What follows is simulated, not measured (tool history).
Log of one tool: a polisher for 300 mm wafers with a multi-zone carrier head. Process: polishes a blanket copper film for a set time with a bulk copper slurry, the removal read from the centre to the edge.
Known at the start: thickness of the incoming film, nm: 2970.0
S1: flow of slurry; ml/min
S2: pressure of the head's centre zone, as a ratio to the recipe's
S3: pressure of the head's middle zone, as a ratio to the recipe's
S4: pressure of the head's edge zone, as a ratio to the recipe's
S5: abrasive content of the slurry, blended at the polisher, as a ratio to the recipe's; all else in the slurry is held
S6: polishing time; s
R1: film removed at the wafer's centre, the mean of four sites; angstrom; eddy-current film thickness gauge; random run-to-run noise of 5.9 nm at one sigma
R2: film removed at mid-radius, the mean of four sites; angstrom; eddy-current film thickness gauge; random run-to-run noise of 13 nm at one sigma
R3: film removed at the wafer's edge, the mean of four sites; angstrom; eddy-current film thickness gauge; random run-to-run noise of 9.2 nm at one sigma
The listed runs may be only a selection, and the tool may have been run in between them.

| run | hour | S1 | S2 | S3 | S4 | S5 | S6 | R1 | R2 | R3 |
|---|---|---|---|---|---|---|---|---|---|---|
| 1 | 0.0 | 155 | 1.00 | 1.00 | 1.00 | 1.00 | 76 | 5475.1 | 5967.0 | 5623.2 |
| 2 | 7.1 | 160 | 1.02 | 1.01 | 1.01 | 1.05 | 77 | 5784.4 | 6001.7 | 5590.9 |
| 3 | 12.8 | 160 | 1.02 | 1.02 | 1.01 | 1.10 | 79 | 5991.2 | 6196.4 | 5978.4 |
| 4 | 17.1 | 160 | 1.02 | 0.99 | 1.01 | 1.10 | 79 | 5951.7 | 5974.6 | 6001.5 |
| 5 | 21.9 | 165 | 1.03 | 1.01 | 1.01 | 1.15 | 81 | 6249.4 | 6380.8 | 6202.2 |
| 6 | 25.8 | 150 | 1.03 | 1.01 | 1.01 | 1.15 | 81 | 6205.6 | 6332.8 | 5929.3 |
| 7 | 27.1 | 155 | 1.04 | 1.03 | 1.01 | 1.20 | 82 | 6403.5 | 6651.1 | 6249.2 |
| 8 | 28.1 | 160 | 1.06 | 1.05 | 1.01 | 1.25 | 83 | 6734.5 | 6993.2 | 6603.9 |
| 9 | 29.6 | 160 | 1.07 | 1.06 | 0.99 | 1.25 | 84 | 6801.8 | 6962.0 | 6456.6 |
| 10 | 34.6 | 160 | 1.08 | 1.07 | 0.99 | 1.25 | 85 | 7047.5 | 7228.8 | 6606.9 |

What will run 11 give?
| 11 | 37.0 | 165 | 1.09 | 1.08 | 0.99 | 1.25 | 85 | ? | ? | ? |

R1: 7113.6 angstrom
R2: 7371.6 angstrom
R3: 6492.9 angstrom
